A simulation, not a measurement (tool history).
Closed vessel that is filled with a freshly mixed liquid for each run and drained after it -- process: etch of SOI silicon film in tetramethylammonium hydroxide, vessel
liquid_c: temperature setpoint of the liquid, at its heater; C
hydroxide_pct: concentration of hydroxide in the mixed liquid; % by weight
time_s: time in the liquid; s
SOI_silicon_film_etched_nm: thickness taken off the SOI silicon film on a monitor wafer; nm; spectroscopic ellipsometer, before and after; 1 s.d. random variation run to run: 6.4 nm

Run 1, day 0.000: liquid_c 66.0 C, hydroxide_pct 14.5 % by weight, time_s 100 s. Result: SOI_silicon_film_etched_nm 467.96 nm.
Run 2, day 0.150: liquid_c 66.0 C, hydroxide_pct 14.5 % by weight, time_s 100 s. Result: SOI_silicon_film_etched_nm 465.97 nm.
Run 3, day 0.258: liquid_c 66.0 C, hydroxide_pct 14.5 % by weight, time_s 105 s. Result: SOI_silicon_film_etched_nm 487.96 nm.
Run 4, day 0.421: liquid_c 67.0 C, hydroxide_pct 14.5 % by weight, time_s 105 s. Result: SOI_silicon_film_etched_nm 520.45 nm.
Run 5, day 0.500: liquid_c 68.0 C, hydroxide_pct 14.5 % by weight, time_s 105 s. Result: SOI_silicon_film_etched_nm 552.31 nm.
Run 6, day 0.762: liquid_c 68.0 C, hydroxide_pct 14.5 % by weight, time_s 100 s. Result: SOI_silicon_film_etched_nm 521.01 nm.
Run 7, day 0.962: liquid_c 69.0 C, hydroxide_pct 14.5 % by weight, time_s 100 s. Result: SOI_silicon_film_etched_nm 559.15 nm.
Run 8, day 1.258: liquid_c 70.0 C, hydroxide_pct 14.5 % by weight, time_s 100 s. Result: SOI_silicon_film_etched_nm 589.09 nm.
Run 9, day 1.538: liquid_c 70.5 C, hydroxide_pct 14.5 % by weight, time_s 100 s. Result: SOI_silicon_film_etched_nm 606.75 nm.
Run 10, day 1.867: liquid_c 71.0 C, hydroxide_pct 14.5 % by weight, time_s 100 s. Result: SOI_silicon_film_etched_nm 630.26 nm.

Forecast run 11:
Run 11, day 2.183: liquid_c 71.5 C, hydroxide_pct 14.5 % by weight, time_s 100 s. Result: SOI_silicon_film_etched_nm ?.

SOI_silicon_film_etched_nm: 651.76 nm
